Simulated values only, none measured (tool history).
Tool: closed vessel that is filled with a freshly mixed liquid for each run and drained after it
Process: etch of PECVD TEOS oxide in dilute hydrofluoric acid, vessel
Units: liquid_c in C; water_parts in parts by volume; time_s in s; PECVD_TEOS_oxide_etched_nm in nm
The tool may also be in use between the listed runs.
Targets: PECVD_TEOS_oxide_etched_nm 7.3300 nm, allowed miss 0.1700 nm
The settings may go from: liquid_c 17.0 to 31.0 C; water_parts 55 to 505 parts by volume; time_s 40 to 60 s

run	day	liquid_c	water_parts	time_s	PECVD_TEOS_oxide_etched_nm
1	0.000	23.0	280	60	2.7991
2	0.233	21.0	280	60	2.5796
3	0.292	21.0	280	40	1.7212
4	0.675	24.5	230	40	2.5094
5	0.779	23.0	230	40	2.3569
6	1.096	23.0	230	60	3.5186
7	1.279	27.0	120	60	8.9818
8	1.442	26.0	120	60	8.6264
9	1.696	22.0	125	60	7.0275
10	2.042	22.5	125	60	7.0821

5 next moves are on the table. One of them brings every result within its allowed miss. Which?
A	2.388	27.0	140	55	?
B	2.388	28.0	120	45	?
C	2.388	19.0	80	40	?
D	2.388	22.0	115	60	?
E	2.388	23.0	125	60	?

move	PECVD_TEOS_oxide_etched_nm
A	6.8397
B	6.9504
C	6.7467
D	7.6786
E	7.2740
A: further off than the last run
B: further off than the last run
C: further off than the last run
D: takes the result that was furthest off past its target
E: meets every target
Move E is the one to make.
